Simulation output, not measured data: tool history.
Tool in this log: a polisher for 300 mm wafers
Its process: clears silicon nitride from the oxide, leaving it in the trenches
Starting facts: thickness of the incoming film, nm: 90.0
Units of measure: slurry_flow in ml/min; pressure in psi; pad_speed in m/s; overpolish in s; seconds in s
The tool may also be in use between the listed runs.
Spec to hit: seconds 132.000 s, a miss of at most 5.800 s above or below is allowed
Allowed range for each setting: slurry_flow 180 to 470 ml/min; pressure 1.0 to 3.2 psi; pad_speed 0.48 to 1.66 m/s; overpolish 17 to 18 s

run 1 hour=0.0 | slurry_flow=300 pressure=2.1 pad_speed=1.06 overpolish=17 | seconds=110.020
run 2 hour=1.0 | slurry_flow=300 pressure=2.1 pad_speed=1.06 overpolish=17 | seconds=105.300
run 3 hour=2.6 | slurry_flow=300 pressure=2.1 pad_speed=1.24 overpolish=17 | seconds=95.882
run 4 hour=7.5 | slurry_flow=300 pressure=1.9 pad_speed=1.24 overpolish=17 | seconds=103.970
run 5 hour=13.3 | slurry_flow=300 pressure=1.9 pad_speed=1.00 overpolish=17 | seconds=122.450
run 6 hour=21.8 | slurry_flow=300 pressure=1.9 pad_speed=1.10 overpolish=17 | seconds=113.840
run 7 hour=30.5 | slurry_flow=300 pressure=1.8 pad_speed=1.10 overpolish=17 | seconds=121.320
run 8 hour=35.4 | slurry_flow=300 pressure=1.7 pad_speed=1.10 overpolish=17 | seconds=125.070

Which of these 5 next moves meets every target?
run A hour=40.3 | slurry_flow=275 pressure=2.0 pad_speed=1.02 overpolish=17 | seconds=?
run B hour=40.3 | slurry_flow=325 pressure=1.4 pad_speed=1.46 overpolish=18 | seconds=?
run C hour=40.3 | slurry_flow=325 pressure=1.4 pad_speed=1.22 overpolish=17 | seconds=?
run D hour=40.3 | slurry_flow=290 pressure=1.7 pad_speed=1.16 overpolish=17 | seconds=?
run E hour=40.3 | slurry_flow=380 pressure=2.0 pad_speed=1.00 overpolish=17 | seconds=?

move=A seconds=120.320
move=B seconds=115.660
move=C seconds=133.930
move=D seconds=122.410
move=E seconds=118.650
A: misses by more than the last run did
B: misses by more than the last run did
C: all results in spec
D: misses by more than the last run did
E: misses by more than the last run did
So the answer is move C, the one that meets all the targets.
